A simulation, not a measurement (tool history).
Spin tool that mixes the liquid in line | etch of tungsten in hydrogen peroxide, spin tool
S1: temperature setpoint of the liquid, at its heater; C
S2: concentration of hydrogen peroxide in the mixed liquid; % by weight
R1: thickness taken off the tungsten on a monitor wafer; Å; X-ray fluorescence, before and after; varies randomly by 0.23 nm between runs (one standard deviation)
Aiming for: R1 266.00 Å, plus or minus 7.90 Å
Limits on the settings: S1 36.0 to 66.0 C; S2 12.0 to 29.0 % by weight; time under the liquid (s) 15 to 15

Run 1, day 0.000: S1 52.0 C, S2 19.5 % by weight, time under the liquid (s) 15. Result: R1 173.25 Å.
Run 2, day 0.050: S1 53.0 C, S2 19.5 % by weight, time under the liquid (s) 15. Result: R1 183.47 Å.
Run 3, day 0.133: S1 53.0 C, S2 19.5 % by weight, time under the liquid (s) 15. Result: R1 184.28 Å.
Run 4, day 0.504: S1 53.0 C, S2 19.5 % by weight, time under the liquid (s) 15. Result: R1 182.15 Å.
Run 5, day 0.542: S1 50.0 C, S2 19.5 % by weight, time under the liquid (s) 15. Result: R1 149.01 Å.
Run 6, day 0.583: S1 50.0 C, S2 19.5 % by weight, time under the liquid (s) 15. Result: R1 150.52 Å.
Run 7, day 0.742: S1 51.5 C, S2 19.5 % by weight, time under the liquid (s) 15. Result: R1 169.28 Å.
Run 8, day 1.104: S1 52.5 C, S2 19.5 % by weight, time under the liquid (s) 15. Result: R1 178.78 Å.
Run 9, day 1.267: S1 53.5 C, S2 19.5 % by weight, time under the liquid (s) 15. Result: R1 191.18 Å.
At day 1.388: thermometer replaced.
Run 10, day 1.388: S1 54.5 C, S2 19.5 % by weight, time under the liquid (s) 15. Result: R1 226.82 Å.
Run 11, day 1.450: S1 55.0 C, S2 19.5 % by weight, time under the liquid (s) 15. Result: R1 234.52 Å.
Run 12, day 1.671: S1 56.0 C, S2 19.5 % by weight, time under the liquid (s) 15. Result: R1 246.12 Å.
Run 13, day 1.762: S1 56.5 C, S2 19.5 % by weight, time under the liquid (s) 15. Result: R1 252.66 Å.

Which of these 4 next moves meets every target?
Run A, day 1.854: S1 59.0 C, S2 18.0 % by weight, time under the liquid (s) 15. Result: R1 ?.
Run B, day 1.854: S1 54.5 C, S2 22.5 % by weight, time under the liquid (s) 15. Result: R1 ?.
Run C, day 1.854: S1 59.5 C, S2 17.5 % by weight, time under the liquid (s) 15. Result: R1 ?.
Run D, day 1.854: S1 58.0 C, S2 17.5 % by weight, time under the liquid (s) 15. Result: R1 ?.

move      R1
   A  283.41
   B  243.37
   C  287.64
   D  263.70
A: moves the result that the last run missed by most past its target, out the other side
B: further off than the last run
C: moves the result that the last run missed by most past its target, out the other side
D: in spec on every target
D meets every target.
